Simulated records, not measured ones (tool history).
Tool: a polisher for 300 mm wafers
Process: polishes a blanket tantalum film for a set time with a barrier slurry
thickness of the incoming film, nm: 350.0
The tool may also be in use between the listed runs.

run  hour  flow of slurry (ml/min)  pressure of the wafer on the pad (psi)  speed of the pad under the wafer (m/s)  abrasive content of the slurry  polishing time (s)  film removed (Å)
  1   0.0                      220                                     1.6                                    1.06                             1.0                  33            375.90
  2   8.5                      220                                     1.6                                    0.92                             1.0                  33            328.13
  3  12.2                      220                                     1.6                                    0.92                             1.0                  30            300.23
  4  20.8                      220                                     1.6                                    0.92                             0.8                  30            272.48
  5  21.9                      220                                     1.7                                    0.96                             0.8                  30            302.25
  6  23.4                      220                                     1.8                                    0.98                             0.8                  30            323.54
  7  24.4                      220                                     1.9                                    1.02                             0.8                  30            353.99
  8  26.8                      220                                     2.0                                    1.06                             0.8                  30            380.51
  9  28.0                      220                                     2.1                                    1.10                             0.8                  30            404.09

Forecast run 10:
 10  30.4                      220                                     2.2                                    1.14                             0.8                  30                 ?

{"run 10": {"film removed (Å)": 453.96}}
